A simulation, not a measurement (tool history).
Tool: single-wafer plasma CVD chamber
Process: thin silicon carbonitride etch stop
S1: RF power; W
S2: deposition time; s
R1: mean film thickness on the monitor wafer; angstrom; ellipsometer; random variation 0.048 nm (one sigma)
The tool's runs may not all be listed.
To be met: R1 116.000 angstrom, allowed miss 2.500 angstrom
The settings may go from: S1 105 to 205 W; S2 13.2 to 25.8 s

Run 1, hour 0.0: S1 155 W, S2 19.5 s. Result: R1 104.290 angstrom.
Run 2, hour 4.0: S1 140 W, S2 19.5 s. Result: R1 100.870 angstrom.
Run 3, hour 5.7: S1 150 W, S2 19.7 s. Result: R1 103.820 angstrom.
Run 4, hour 6.4: S1 150 W, S2 17.6 s. Result: R1 92.876 angstrom.
Run 5, hour 8.9: S1 160 W, S2 18.3 s. Result: R1 98.825 angstrom.
Run 6, hour 16.7: S1 160 W, S2 19.4 s. Result: R1 105.500 angstrom.
Run 7, hour 24.4: S1 165 W, S2 19.5 s. Result: R1 106.210 angstrom.
Run 8, hour 25.3: S1 170 W, S2 19.7 s. Result: R1 109.950 angstrom.
Run 9, hour 32.5: S1 175 W, S2 19.8 s. Result: R1 111.180 angstrom.
Run 10, hour 34.3: S1 180 W, S2 19.9 s. Result: R1 111.920 angstrom.
Run 11, hour 41.0: S1 180 W, S2 20.0 s. Result: R1 112.790 angstrom.

5 next moves are on the table. One of them brings every result within its allowed miss. Which?
Run A, hour 47.7: S1 185 W, S2 19.6 s. Result: R1 ?.
Run B, hour 47.7: S1 170 W, S2 19.9 s. Result: R1 ?.
Run C, hour 47.7: S1 185 W, S2 19.5 s. Result: R1 ?.
Run D, hour 47.7: S1 205 W, S2 19.6 s. Result: R1 ?.
Run E, hour 47.7: S1 165 W, S2 20.1 s. Result: R1 ?.

move       R1
   A  110.770
   B  109.230
   C  110.200
   D  114.710
   E  109.190
A: further off than the last run
B: further off than the last run
C: further off than the last run
D: meets every target
E: further off than the last run
The right move is D.
